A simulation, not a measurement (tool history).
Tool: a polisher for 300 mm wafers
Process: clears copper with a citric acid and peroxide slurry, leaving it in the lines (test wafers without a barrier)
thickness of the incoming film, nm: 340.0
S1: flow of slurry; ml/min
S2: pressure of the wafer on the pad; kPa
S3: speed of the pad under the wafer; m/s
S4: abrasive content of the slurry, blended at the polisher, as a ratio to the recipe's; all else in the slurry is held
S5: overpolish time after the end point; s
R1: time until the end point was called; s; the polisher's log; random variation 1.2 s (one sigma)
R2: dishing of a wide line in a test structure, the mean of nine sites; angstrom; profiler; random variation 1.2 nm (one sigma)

{"run": 1, "hour": 0.0, "S1": 285, "S2": 26.9, "S3": 1, "S4": 1, "S5": 10, "R1": 129.26, "R2": 188.05}
{"run": 2, "hour": 3.3, "S1": 285, "S2": 29.6, "S3": 1.04, "S4": 1, "S5": 11, "R1": 113.61, "R2": 223.2}
{"run": 3, "hour": 6.3, "S1": 285, "S2": 29.6, "S3": 1.18, "S4": 1, "S5": 11, "R1": 100.5, "R2": 246.14}
{"run": 4, "hour": 12.3, "S1": 285, "S2": 31.7, "S3": 1.18, "S4": 1, "S5": 12, "R1": 95.741, "R2": 301.83}
{"run": 5, "hour": 20.9, "S1": 285, "S2": 38.6, "S3": 1.18, "S4": 1, "S5": 12, "R1": 84.232, "R2": 347.85}
{"run": 6, "hour": 23.0, "S1": 285, "S2": 38.6, "S3": 1.18, "S4": 0.85, "S5": 12, "R1": 82.797, "R2": 325.97}
{"run": 7, "hour": 27.0, "S1": 285, "S2": 38.6, "S3": 1.2, "S4": 0.9, "S5": 13, "R1": 85.187, "R2": 377.69}
{"run": 8, "hour": 35.0, "S1": 285, "S2": 39.3, "S3": 1.22, "S4": 0.9, "S5": 13, "R1": 79.851, "R2": 367.93}
{"run": 9, "hour": 43.0, "S1": 285, "S2": 40, "S3": 1.24, "S4": 0.95, "S5": 14, "R1": 73.73, "R2": 409.52}

The next listed run, before its measurement:
{"run": 10, "hour": 50.9, "S1": 285, "S2": 40, "S3": 1.24, "S4": 0.95, "S5": 15, "R1": "?", "R2": "?"}

{"run 10": {"R1": 75.641, "R2": 444.05}}
